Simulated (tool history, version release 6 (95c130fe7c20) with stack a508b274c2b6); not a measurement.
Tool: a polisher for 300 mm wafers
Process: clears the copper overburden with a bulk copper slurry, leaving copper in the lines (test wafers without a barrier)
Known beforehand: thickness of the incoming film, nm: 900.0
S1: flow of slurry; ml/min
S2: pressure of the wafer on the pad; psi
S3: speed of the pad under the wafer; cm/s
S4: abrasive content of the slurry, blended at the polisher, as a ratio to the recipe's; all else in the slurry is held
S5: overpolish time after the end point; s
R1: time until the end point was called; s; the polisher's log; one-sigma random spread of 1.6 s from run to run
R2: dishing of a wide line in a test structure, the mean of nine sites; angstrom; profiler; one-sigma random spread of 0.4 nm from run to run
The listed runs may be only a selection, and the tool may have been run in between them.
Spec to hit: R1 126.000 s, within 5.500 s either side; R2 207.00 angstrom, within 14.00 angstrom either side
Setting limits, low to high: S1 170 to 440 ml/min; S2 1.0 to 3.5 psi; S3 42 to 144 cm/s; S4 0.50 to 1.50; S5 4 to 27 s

| run | day | S1 | S2 | S3 | S4 | S5 | R1 | R2 |
|---|---|---|---|---|---|---|---|---|
| 1 | 0.000 | 280 | 2.2 | 92 | 1.00 | 14 | 105.670 | 320.46 |
| 2 | 0.150 | 280 | 2.2 | 92 | 1.20 | 14 | 97.353 | 303.82 |
| 3 | 0.275 | 280 | 2.2 | 92 | 1.40 | 14 | 96.369 | 296.44 |
| 4 | 0.517 | 280 | 2.0 | 92 | 1.40 | 14 | 102.000 | 301.40 |
| 5 | 0.608 | 245 | 2.0 | 92 | 1.40 | 14 | 104.600 | 307.23 |
|  | 0.667 | slurry nozzle cleaned |
| 6 | 0.667 | 295 | 1.9 | 88 | 1.45 | 11 | 105.620 | 296.64 |
| 7 | 0.912 | 335 | 2.0 | 76 | 1.45 | 9 | 116.360 | 254.93 |
| 8 | 1.058 | 335 | 2.0 | 76 | 1.45 | 9 | 117.900 | 259.86 |
| 9 | 1.421 | 365 | 2.1 | 70 | 1.45 | 8 | 120.250 | 244.79 |
| 10 | 1.521 | 385 | 2.1 | 66 | 1.45 | 7 | 127.970 | 224.06 |

Which of these 5 next moves meets every target?
| A | 1.621 | 285 | 3.1 | 58 | 1.20 | 9 | ? | ? |
| B | 1.621 | 430 | 2.2 | 68 | 1.45 | 8 | ? | ? |
| C | 1.621 | 310 | 2.1 | 64 | 1.50 | 11 | ? | ? |
| D | 1.621 | 385 | 1.8 | 66 | 1.45 | 8 | ? | ? |
| E | 1.621 | 310 | 2.4 | 62 | 1.50 | 6 | ? | ? |

| move | R1 | R2 |
|---|---|---|
| A | 122.960 | 266.36 |
| B | 120.560 | 250.96 |
| C | 133.560 | 274.14 |
| D | 140.560 | 230.81 |
| E | 126.870 | 210.59 |
A: lands further from the targets than the last run did
B: lands further from the targets than the last run did
C: lands further from the targets than the last run did
D: lands further from the targets than the last run did
E: hits every target within its allowed miss
E is the move that brings every result within its allowed miss.
